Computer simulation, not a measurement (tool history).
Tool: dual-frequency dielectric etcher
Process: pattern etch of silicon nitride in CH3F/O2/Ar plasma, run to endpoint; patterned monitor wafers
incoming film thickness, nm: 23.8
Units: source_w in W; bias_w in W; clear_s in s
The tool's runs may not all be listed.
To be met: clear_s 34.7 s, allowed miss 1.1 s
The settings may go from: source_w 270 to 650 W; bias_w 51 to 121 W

run   hour  source_w  bias_w  clear_s
  1      0       460      86   26.798
  2    8.2       460      94   25.918
  3   14.7       420      88    27.47
  4   16.7       420      79   28.908
  5   23.5       400      76   30.843
  6   26.2       460      76    29.05
  7   28.3       440      74   29.732
  8   30.8       420      73   31.096
  9   39.6       400      72   31.524
 10   42.3       390      71   32.928
 11   50.9       380      71   31.966
 12   51.5       320      53   42.097
 13   60.4       350      54   40.204
 14   64.5       350      54   40.751
 15   71.5       370      55   39.549
 16   74.9       390      56   37.563
 17   81.8       400      56   37.481
 18     84       410      56   36.938
 19   88.6       420      56    36.78
 20   96.6       420      56   36.851
 21  103.9       420      56   36.512

Which of these 5 next moves meets every target?
  A  111.2       390      55        ?
  B  111.2       440      67        ?
  C  111.2       480      57        ?
  D  111.2       440      64        ?
  E  111.2       280      69        ?

move  clear_s
   A    38.01
   B   31.843
   C   34.091
   D   32.765
   E   37.365
A: further off than the last run
B: takes the result that was furthest off past its target
C: meets every target
D: takes the result that was furthest off past its target
E: further off than the last run
Answer: C
